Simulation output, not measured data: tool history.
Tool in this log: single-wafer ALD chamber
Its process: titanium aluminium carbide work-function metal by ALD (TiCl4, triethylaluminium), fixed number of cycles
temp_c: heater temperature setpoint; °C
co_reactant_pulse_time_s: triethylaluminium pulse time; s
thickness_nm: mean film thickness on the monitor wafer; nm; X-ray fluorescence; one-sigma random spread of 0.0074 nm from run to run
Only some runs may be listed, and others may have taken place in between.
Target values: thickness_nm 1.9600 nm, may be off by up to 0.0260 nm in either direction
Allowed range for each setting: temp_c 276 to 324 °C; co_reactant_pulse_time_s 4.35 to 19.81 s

| run | day | temp_c | co_reactant_pulse_time_s | thickness_nm |
|---|---|---|---|---|
| 1 | 0.000 | 300 | 12.08 | 2.1812 |
| 2 | 0.238 | 295 | 11.63 | 2.1395 |
| 3 | 0.567 | 291 | 10.97 | 2.0947 |
| 4 | 0.675 | 291 | 13.48 | 2.1391 |
| 5 | 0.817 | 288 | 12.61 | 2.0911 |
| 6 | 0.979 | 286 | 12.16 | 2.0631 |
| 7 | 1.146 | 284 | 11.89 | 2.0467 |
| 8 | 1.475 | 282 | 11.59 | 2.0298 |
| 9 | 1.608 | 281 | 11.25 | 2.0168 |
| 10 | 1.654 | 281 | 11.25 | 2.0083 |
| 11 | 1.912 | 280 | 11.13 | 1.9915 |
| 12 | 1.992 | 279 | 11.08 | 2.0077 |

Which single option among these 5 for the next run brings every result within its allowed miss of target? Just one does.
| A | 2.071 | 285 | 13.17 | ? |
| B | 2.071 | 283 | 11.10 | ? |
| C | 2.071 | 287 | 12.35 | ? |
| D | 2.071 | 276 | 11.16 | ? |
| E | 2.071 | 278 | 11.92 | ? |

| move | thickness_nm |
|---|---|
| A | 2.0711 |
| B | 2.0194 |
| C | 2.0779 |
| D | 1.9642 |
| E | 1.9969 |
A: misses by more than the last run did
B: misses by more than the last run did
C: misses by more than the last run did
D: hits every target within its allowed miss
E: nearer than the last run, and not there yet
Answer: D

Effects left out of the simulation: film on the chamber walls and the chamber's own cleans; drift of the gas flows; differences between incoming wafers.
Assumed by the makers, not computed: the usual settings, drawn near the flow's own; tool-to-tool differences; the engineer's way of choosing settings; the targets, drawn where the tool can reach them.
